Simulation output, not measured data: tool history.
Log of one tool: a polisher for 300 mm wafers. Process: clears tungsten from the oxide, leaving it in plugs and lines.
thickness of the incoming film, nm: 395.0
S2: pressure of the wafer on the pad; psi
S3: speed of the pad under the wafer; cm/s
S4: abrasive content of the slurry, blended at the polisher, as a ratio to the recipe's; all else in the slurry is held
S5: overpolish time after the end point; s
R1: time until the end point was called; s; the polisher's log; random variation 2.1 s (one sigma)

Run 1, hour 0.0: flow of slurry (ml/min) 185, S2 3.5 psi, S3 90 cm/s, S4 1.0, S5 8 s. Result: R1 102.51 s.
Run 2, hour 2.3: flow of slurry (ml/min) 185, S2 3.2 psi, S3 90 cm/s, S4 1.0, S5 8 s. Result: R1 107.46 s.
Run 3, hour 7.5: flow of slurry (ml/min) 185, S2 3.2 psi, S3 90 cm/s, S4 1.2, S5 8 s. Result: R1 100.41 s.
Run 4, hour 8.5: flow of slurry (ml/min) 185, S2 2.9 psi, S3 88 cm/s, S4 1.2, S5 8 s. Result: R1 113.75 s.
Run 5, hour 12.1: flow of slurry (ml/min) 185, S2 2.7 psi, S3 88 cm/s, S4 1.2, S5 8 s. Result: R1 117.26 s.
Run 6, hour 18.9: flow of slurry (ml/min) 185, S2 3.3 psi, S3 88 cm/s, S4 1.2, S5 8 s. Result: R1 103.43 s.
Run 7, hour 25.6: flow of slurry (ml/min) 185, S2 3.0 psi, S3 86 cm/s, S4 1.2, S5 8 s. Result: R1 114.51 s.
Run 8, hour 27.6: flow of slurry (ml/min) 185, S2 2.8 psi, S3 86 cm/s, S4 1.2, S5 8 s. Result: R1 114.41 s.
Run 9, hour 31.4: flow of slurry (ml/min) 185, S2 2.6 psi, S3 84 cm/s, S4 1.2, S5 8 s. Result: R1 125.98 s.
Run 10, hour 33.0: flow of slurry (ml/min) 185, S2 2.5 psi, S3 84 cm/s, S4 1.2, S5 8 s. Result: R1 126.40 s.

Run 11 comes next. What will it give?
Run 11, hour 40.7: flow of slurry (ml/min) 185, S2 2.4 psi, S3 84 cm/s, S4 1.2, S5 8 s. Result: R1 ?.

R1: 130.15 s
